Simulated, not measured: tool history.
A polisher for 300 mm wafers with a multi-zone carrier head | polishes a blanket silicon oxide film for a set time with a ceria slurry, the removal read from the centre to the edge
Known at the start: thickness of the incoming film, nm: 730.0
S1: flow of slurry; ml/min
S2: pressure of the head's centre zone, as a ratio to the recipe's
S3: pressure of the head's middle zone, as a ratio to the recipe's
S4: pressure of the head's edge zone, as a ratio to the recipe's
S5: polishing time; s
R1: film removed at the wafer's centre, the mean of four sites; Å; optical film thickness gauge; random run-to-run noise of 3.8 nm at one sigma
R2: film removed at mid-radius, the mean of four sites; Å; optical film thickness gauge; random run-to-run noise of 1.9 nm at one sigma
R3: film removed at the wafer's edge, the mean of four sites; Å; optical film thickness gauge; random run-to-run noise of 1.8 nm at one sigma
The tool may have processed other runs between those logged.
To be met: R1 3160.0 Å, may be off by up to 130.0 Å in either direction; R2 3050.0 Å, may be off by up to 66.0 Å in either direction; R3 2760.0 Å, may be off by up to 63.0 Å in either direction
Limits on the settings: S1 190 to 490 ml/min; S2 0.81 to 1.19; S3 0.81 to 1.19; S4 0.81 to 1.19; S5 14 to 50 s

{"run": 1, "hour": 0.0, "S1": 315, "S2": 1.0, "S3": 1.0, "S4": 1.0, "S5": 32, "R1": 2172.7, "R2": 2178.7, "R3": 2237.9}
{"run": 2, "hour": 7.5, "S1": 275, "S2": 1.0, "S3": 1.0, "S4": 1.0, "S5": 32, "R1": 2132.8, "R2": 2154.4, "R3": 2159.6}
{"run": 3, "hour": 12.2, "S1": 275, "S2": 1.0, "S3": 0.93, "S4": 1.0, "S5": 32, "R1": 2158.0, "R2": 2021.5, "R3": 2201.5}
{"run": 4, "hour": 16.8, "S1": 310, "S2": 1.06, "S3": 1.01, "S4": 1.02, "S5": 34, "R1": 2489.3, "R2": 2321.8, "R3": 2385.6}
{"run": 5, "hour": 20.9, "S1": 340, "S2": 1.09, "S3": 1.07, "S4": 1.03, "S5": 35, "R1": 2639.4, "R2": 2540.8, "R3": 2458.9}
{"run": 6, "hour": 23.4, "S1": 295, "S2": 1.09, "S3": 1.07, "S4": 1.03, "S5": 35, "R1": 2583.8, "R2": 2470.2, "R3": 2459.6}
{"hour": 31.4, "done": "slurry nozzle cleaned"}
{"run": 7, "hour": 31.4, "S1": 340, "S2": 1.12, "S3": 1.11, "S4": 1.05, "S5": 36, "R1": 2891.8, "R2": 2770.4, "R3": 2628.0}
{"run": 8, "hour": 35.7, "S1": 375, "S2": 1.13, "S3": 1.12, "S4": 1.06, "S5": 36, "R1": 2934.0, "R2": 2829.2, "R3": 2637.5}

Exactly one of the 4 candidate moves below puts every result within its allowed miss. Which one?
{"run": "A", "hour": 40.0, "S1": 415, "S2": 1.09, "S3": 1.13, "S4": 1.09, "S5": 34, "R1": "?", "R2": "?", "R3": "?"}
{"run": "B", "hour": 40.0, "S1": 360, "S2": 1.19, "S3": 1.02, "S4": 1.06, "S5": 40, "R1": "?", "R2": "?", "R3": "?"}
{"run": "C", "hour": 40.0, "S1": 375, "S2": 1.16, "S3": 1.08, "S4": 1.04, "S5": 38, "R1": "?", "R2": "?", "R3": "?"}
{"run": "D", "hour": 40.0, "S1": 440, "S2": 1.14, "S3": 1.14, "S4": 1.02, "S5": 38, "R1": "?", "R2": "?", "R3": "?"}

move=A R1=2666.0 R2=2700.3 R3=2541.6
move=B R1=3390.7 R2=2884.1 R3=2933.1
move=C R1=3149.7 R2=2884.4 R3=2763.6
move=D R1=3129.3 R2=3050.9 R3=2755.6
A: its largest miss is bigger than the last run's
B: nearer than the last run, and not there yet
C: nearer than the last run, and not there yet
D: hits every target within its allowed miss
Go with D: it meets all targets.
